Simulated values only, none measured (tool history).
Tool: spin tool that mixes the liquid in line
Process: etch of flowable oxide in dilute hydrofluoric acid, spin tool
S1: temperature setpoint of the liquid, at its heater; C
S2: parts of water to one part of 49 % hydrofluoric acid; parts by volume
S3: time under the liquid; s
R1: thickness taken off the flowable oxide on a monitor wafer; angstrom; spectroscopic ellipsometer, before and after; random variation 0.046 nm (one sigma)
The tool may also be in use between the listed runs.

run,hour,S1,S2,S3,R1
1,0.0,25.0,55,15,118.410
2,8.2,27.5,55,15,129.330
3,13.6,25.0,60,15,107.110
4,18.7,23.0,65,15,91.621
5,20.5,23.0,65,15,91.163
# hour 21.4: thermometer replaced
6,21.4,23.0,65,15,83.759
7,22.7,19.0,70,15,65.150

Run 8 comes next. What will it give?
8,24.5,19.0,70,15,?

Run 8 gave R1 64.141 angstrom.
